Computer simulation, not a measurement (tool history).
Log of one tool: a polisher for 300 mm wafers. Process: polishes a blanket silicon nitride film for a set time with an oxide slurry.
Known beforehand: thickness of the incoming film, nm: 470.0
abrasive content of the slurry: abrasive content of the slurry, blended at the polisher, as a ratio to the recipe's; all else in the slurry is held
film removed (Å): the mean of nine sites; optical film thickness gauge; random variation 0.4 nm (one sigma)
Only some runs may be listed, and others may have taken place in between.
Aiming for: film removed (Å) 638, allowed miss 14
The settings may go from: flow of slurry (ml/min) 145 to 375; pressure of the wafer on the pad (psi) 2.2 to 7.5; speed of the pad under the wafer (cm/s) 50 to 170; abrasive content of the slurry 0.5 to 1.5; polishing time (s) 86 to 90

run  hour  flow of slurry (ml/min)  pressure of the wafer on the pad (psi)  speed of the pad under the wafer (cm/s)  abrasive content of the slurry  polishing time (s)  film removed (Å)
  1     0                      240                                     4.8                                      110                               1                  86            834.77
  2   6.3                      235                                     4.5                                      110                               1                  86            777.12
  3  14.5                      235                                     4.5                                      110                               1                  86            773.86
  4  19.3                      225                                     4.3                                      110                               1                  86            736.68
  5  27.9                      255                                     4.3                                      110                               1                  86            752.39
  6  33.8                      240                                     4.1                                      110                               1                  86            716.59
  7  34.8                      240                                     4.1                                      110                               1                  86            717.13
  8  40.4                      230                                       4                                      110                               1                  86            690.22

Next run, 4 choices. One meets every target within its allowed miss, the rest don't. Which?
  A    46                      150                                       4                                      102                             1.1                  86                 ?
  B    46                      210                                     3.5                                       92                            1.25                  90                 ?
  C    46                      230                                     3.8                                      116                            0.95                  86                 ?
  D    46                      240                                     4.5                                       98                             0.9                  90                 ?

move  film removed (Å)
   A            638.64
   B            606.74
   C            670.82
   D            712.08
A: in spec on every target
B: carries the result that was furthest off beyond its target, to the other side
C: nearer the targets than the last run, but a result is still out of spec
D: lands further from the targets than the last run did
Correct choice: A, which meets every target
